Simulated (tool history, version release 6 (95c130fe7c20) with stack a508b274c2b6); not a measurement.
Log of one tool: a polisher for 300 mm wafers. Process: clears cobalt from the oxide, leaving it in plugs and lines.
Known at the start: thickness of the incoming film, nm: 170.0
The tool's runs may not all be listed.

| run | day | flow of slurry (ml/min) | pressure of the wafer on the pad (psi) | speed of the pad under the wafer (cm/s) | overpolish time after the end point (s) | time until the end point was called (s) | dishing of a wide line in a test structure (angstrom) |
|---|---|---|---|---|---|---|---|
| 1 | 0.000 | 230 | 2.2 | 112 | 8 | 27.355 | 318.24 |
| 2 | 0.129 | 270 | 2.2 | 112 | 8 | 27.812 | 321.09 |
| 3 | 0.158 | 270 | 2.2 | 96 | 8 | 31.458 | 286.89 |
| 4 | 0.388 | 270 | 2.4 | 102 | 7 | 27.938 | 296.14 |
| 5 | 0.462 | 270 | 2.4 | 92 | 7 | 30.337 | 265.75 |
| 6 | 0.504 | 265 | 2.5 | 98 | 6 | 28.045 | 275.52 |
| 7 | 0.729 | 250 | 2.6 | 104 | 5 | 24.794 | 251.03 |
| 8 | 0.917 | 250 | 2.7 | 108 | 5 | 23.755 | 261.22 |
| 9 | 1.033 | 250 | 2.8 | 114 | 5 | 21.835 | 269.49 |
| 10 | 1.388 | 250 | 2.9 | 118 | 5 | 20.029 | 286.05 |

Forecast run 11:
| 11 | 1.717 | 250 | 3.0 | 122 | 5 | ? | ? |

Run 11 gave time until the end point was called (s) 18.985, dishing of a wide line in a test structure (angstrom) 298.79.
